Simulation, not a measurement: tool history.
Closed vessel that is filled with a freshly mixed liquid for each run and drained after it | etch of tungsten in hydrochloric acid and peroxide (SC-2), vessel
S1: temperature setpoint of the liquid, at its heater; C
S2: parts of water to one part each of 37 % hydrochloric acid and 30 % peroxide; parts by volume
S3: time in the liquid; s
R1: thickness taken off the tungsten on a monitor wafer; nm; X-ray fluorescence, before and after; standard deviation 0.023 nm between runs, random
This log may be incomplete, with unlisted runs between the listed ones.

| run | hour | S1 | S2 | S3 | R1 |
|---|---|---|---|---|---|
| 1 | 0.0 | 51.0 | 7.0 | 30 | 14.7290 |
| 2 | 8.8 | 51.0 | 6.0 | 30 | 16.5320 |
| 3 | 9.8 | 48.5 | 6.0 | 30 | 14.2120 |
| 4 | 11.9 | 48.5 | 6.0 | 30 | 14.2710 |
|  | 18.0 | chemicals flow meter replaced |
| 5 | 18.0 | 46.5 | 6.0 | 30 | 12.8500 |
| 6 | 18.8 | 45.0 | 6.0 | 30 | 11.6030 |
| 7 | 20.7 | 43.5 | 6.0 | 30 | 10.4930 |

Run 8 comes next. What will it give?
| 8 | 21.5 | 42.0 | 6.0 | 30 | ? |

Logged for run 8: R1 9.4425 nm.

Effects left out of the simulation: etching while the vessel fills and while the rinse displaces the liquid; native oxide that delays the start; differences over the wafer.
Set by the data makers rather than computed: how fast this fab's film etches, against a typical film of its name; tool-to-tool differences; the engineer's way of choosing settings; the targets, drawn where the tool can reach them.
